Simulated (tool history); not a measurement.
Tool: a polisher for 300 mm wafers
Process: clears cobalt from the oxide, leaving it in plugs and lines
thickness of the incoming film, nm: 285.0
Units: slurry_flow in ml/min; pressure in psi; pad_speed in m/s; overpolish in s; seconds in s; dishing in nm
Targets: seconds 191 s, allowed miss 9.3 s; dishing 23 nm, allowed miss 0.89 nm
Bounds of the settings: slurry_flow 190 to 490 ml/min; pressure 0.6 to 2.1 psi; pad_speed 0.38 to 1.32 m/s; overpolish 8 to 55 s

run 1 day=0 | slurry_flow=315 pressure=1.3 pad_speed=0.84 overpolish=28 | seconds=121.19 dishing=47.575
run 2 day=0.196 | slurry_flow=315 pressure=1.2 pad_speed=0.82 overpolish=24 | seconds=133.18 dishing=40.765
run 3 day=0.533 | slurry_flow=345 pressure=1.2 pad_speed=0.82 overpolish=24 | seconds=132.85 dishing=41.004
run 4 day=0.771 | slurry_flow=345 pressure=1.3 pad_speed=0.82 overpolish=24 | seconds=126.24 dishing=41.817
run 5 day=0.883 | slurry_flow=345 pressure=1.2 pad_speed=0.8 overpolish=21 | seconds=133.23 dishing=35.479
run 6 day=1.167 | slurry_flow=345 pressure=1.1 pad_speed=0.78 overpolish=20 | seconds=149.76 dishing=32.862
run 7 day=1.521 | slurry_flow=345 pressure=1 pad_speed=0.78 overpolish=19 | seconds=158.44 dishing=29.857
run 8 day=1.562 | slurry_flow=345 pressure=1 pad_speed=0.78 overpolish=19 | seconds=152.01 dishing=30.075
run 9 day=1.833 | slurry_flow=345 pressure=0.9 pad_speed=0.78 overpolish=19 | seconds=162.62 dishing=28.312
run 10 day=1.9 | slurry_flow=345 pressure=0.8 pad_speed=0.78 overpolish=19 | seconds=182.02 dishing=26.822
run 11 day=2.254 | slurry_flow=345 pressure=0.8 pad_speed=0.76 overpolish=13 | seconds=178.77 dishing=19.007
run 12 day=2.296 | slurry_flow=360 pressure=0.8 pad_speed=0.76 overpolish=14 | seconds=178.18 dishing=19.86
run 13 day=2.425 | slurry_flow=340 pressure=0.8 pad_speed=0.76 overpolish=14 | seconds=178.66 dishing=19.941
run 14 day=2.625 | slurry_flow=355 pressure=0.8 pad_speed=0.76 overpolish=14 | seconds=190.35 dishing=20.235
run 15 day=2.742 | slurry_flow=435 pressure=0.9 pad_speed=0.76 overpolish=17 | seconds=170.4 dishing=25.17

4 next moves are on the table. One of them brings every result within its allowed miss. Which?
run A day=2.858 | slurry_flow=360 pressure=0.9 pad_speed=0.6 overpolish=24 | seconds=? dishing=?
run B day=2.858 | slurry_flow=415 pressure=1.1 pad_speed=0.66 overpolish=14 | seconds=? dishing=?
run C day=2.858 | slurry_flow=420 pressure=0.9 pad_speed=0.68 overpolish=17 | seconds=? dishing=?
run D day=2.858 | slurry_flow=385 pressure=0.7 pad_speed=0.94 overpolish=13 | seconds=? dishing=?

move=A seconds=213.76 dishing=27.933
move=B seconds=169.52 dishing=21.49
move=C seconds=188.12 dishing=23.242
move=D seconds=161.06 dishing=21.059
A: further off than the last run
B: takes the result that was furthest off past its target
C: meets every target
D: takes the result that was furthest off past its target
The right move is C.
